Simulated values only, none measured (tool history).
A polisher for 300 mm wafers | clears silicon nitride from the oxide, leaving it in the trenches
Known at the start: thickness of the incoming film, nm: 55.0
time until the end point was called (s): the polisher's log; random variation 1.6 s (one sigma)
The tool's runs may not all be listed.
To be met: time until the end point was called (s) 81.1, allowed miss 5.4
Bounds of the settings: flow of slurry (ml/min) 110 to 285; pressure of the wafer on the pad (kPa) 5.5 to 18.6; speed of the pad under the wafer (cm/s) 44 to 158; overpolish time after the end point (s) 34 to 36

run  hour  flow of slurry (ml/min)  pressure of the wafer on the pad (kPa)  speed of the pad under the wafer (cm/s)  overpolish time after the end point (s)  time until the end point was called (s)
  1     0                      180                                    11.7                                      100                                       34                                   117.95
  2   7.7                      220                                    11.7                                      100                                       34                                   115.13
  3  15.4                      265                                    11.7                                      100                                       34                                   117.04
  4  19.9                      265                                    11.7                                      100                                       34                                   116.85
  5  22.5                      265                                       9                                      100                                       34                                   146.69
  6  27.7                      265                                    10.3                                      100                                       34                                   129.92
  7  36.4                      265                                    10.3                                      100                                       34                                   130.14
  8  39.8                      265                                    11.7                                      102                                       34                                   112.33
  9  43.8                      265                                    12.4                                      104                                       34                                   103.84
 10  48.4                      265                                    13.1                                      104                                       34                                   98.655
 11  52.7                      265                                    13.8                                      104                                       34                                   93.077

Which of these 4 next moves meets every target?
  A    57                      285                                    11.7                                      100                                       36                                        ?
  B    57                      245                                    13.8                                      100                                       34                                        ?
  C    57                      265                                    14.5                                      114                                       34                                        ?
  D    57                      275                                    15.2                                       82                                       34                                        ?

move  time until the end point was called (s)
   A                                   116.02
   B                                   100.52
   C                                   84.632
   D                                    107.7
A: further off than the last run
B: further off than the last run
C: meets every target
D: further off than the last run
Answer: C
